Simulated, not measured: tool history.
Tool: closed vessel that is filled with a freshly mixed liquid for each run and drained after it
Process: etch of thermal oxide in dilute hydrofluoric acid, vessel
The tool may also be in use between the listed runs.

run	hour	temperature setpoint of the liquid (°C)	parts of water to one part of 49 % hydrofluoric acid (parts by volume)	time in the liquid (s)	thickness taken off the thermal oxide on a monitor wafer (angstrom)
1	0.0	21.0	45	390	332.41
2	5.4	23.0	40	390	415.33
3	6.1	24.5	35	390	507.15
4	8.3	25.5	35	390	526.26
5	11.8	26.5	35	390	550.37
6	15.6	26.5	45	390	420.02
7	17.8	27.0	40	390	479.99

Forecast run 8:
8	23.3	27.5	35	390	?

Run 8 gave thickness taken off the thermal oxide on a monitor wafer (angstrom) 576.99.

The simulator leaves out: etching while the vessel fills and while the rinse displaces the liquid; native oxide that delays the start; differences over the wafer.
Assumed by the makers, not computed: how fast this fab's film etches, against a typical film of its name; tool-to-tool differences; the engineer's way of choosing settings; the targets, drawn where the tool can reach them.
